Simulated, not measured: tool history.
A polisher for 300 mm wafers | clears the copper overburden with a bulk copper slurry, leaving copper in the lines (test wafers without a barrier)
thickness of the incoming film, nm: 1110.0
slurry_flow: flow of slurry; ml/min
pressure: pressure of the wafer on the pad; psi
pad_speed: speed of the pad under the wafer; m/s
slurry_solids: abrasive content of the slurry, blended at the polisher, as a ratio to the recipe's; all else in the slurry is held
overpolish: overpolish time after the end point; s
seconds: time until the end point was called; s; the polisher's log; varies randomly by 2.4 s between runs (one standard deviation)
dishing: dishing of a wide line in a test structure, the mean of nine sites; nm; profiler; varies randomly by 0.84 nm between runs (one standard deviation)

run 1 hour=0 | slurry_flow=130 pressure=3 pad_speed=0.96 slurry_solids=1 overpolish=22 | seconds=107.04 dishing=107.63
run 2 hour=6.4 | slurry_flow=130 pressure=2.8 pad_speed=0.96 slurry_solids=1 overpolish=21 | seconds=114.64 dishing=99.835
run 3 hour=12.1 | slurry_flow=115 pressure=2.8 pad_speed=0.96 slurry_solids=1 overpolish=21 | seconds=117.86 dishing=98.447
run 4 hour=20.4 | slurry_flow=115 pressure=2.7 pad_speed=0.96 slurry_solids=1 overpolish=20 | seconds=122.98 dishing=92.892
run 5 hour=22.5 | slurry_flow=115 pressure=2.6 pad_speed=0.96 slurry_solids=1 overpolish=20 | seconds=122.52 dishing=90.896
run 6 hour=24.8 | slurry_flow=115 pressure=2.5 pad_speed=0.96 slurry_solids=1 overpolish=20 | seconds=128.19 dishing=87.572

Estimate the outcome of run 7 from the log above:
-- hour=33.2 head pressure recalibrated
run 7 hour=33.2 | slurry_flow=105 pressure=2.3 pad_speed=0.96 slurry_solids=1 overpolish=20 | seconds=? dishing=?

Run 7 yielded seconds 134.78 s, dishing 85.706 nm.
